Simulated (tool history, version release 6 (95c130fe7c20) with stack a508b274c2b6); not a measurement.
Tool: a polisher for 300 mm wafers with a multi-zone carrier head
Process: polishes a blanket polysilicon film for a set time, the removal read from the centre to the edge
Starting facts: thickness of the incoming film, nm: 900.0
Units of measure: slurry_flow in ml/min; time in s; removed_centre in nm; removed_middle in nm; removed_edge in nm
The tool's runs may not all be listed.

run	hour	slurry_flow	centre_zone	middle_zone	edge_zone	time	removed_centre	removed_middle	removed_edge
1	0.0	310	1.00	1.00	1.00	46	279.74	275.32	292.89
2	3.1	305	0.99	0.98	0.99	45	271.86	257.99	282.69
3	10.9	305	0.99	1.01	0.99	45	268.84	267.96	282.97
4	13.3	300	0.98	0.99	0.98	44	259.53	256.78	279.17
5	20.9	340	0.98	0.99	0.98	44	266.91	258.78	282.69
6	29.7	330	0.98	0.98	0.97	43	258.36	253.45	273.96
7	36.6	370	0.98	0.88	0.95	30	180.99	161.24	188.82
8	37.9	370	0.98	0.88	0.96	30	180.66	162.36	189.11
9	38.9	370	0.98	0.88	0.97	30	183.53	163.35	192.64

What does the tool deliver on the next run?
10	43.9	375	0.98	0.88	0.98	30	?	?	?

removed_centre: 182.64 nm
removed_middle: 162.29 nm
removed_edge: 193.33 nm

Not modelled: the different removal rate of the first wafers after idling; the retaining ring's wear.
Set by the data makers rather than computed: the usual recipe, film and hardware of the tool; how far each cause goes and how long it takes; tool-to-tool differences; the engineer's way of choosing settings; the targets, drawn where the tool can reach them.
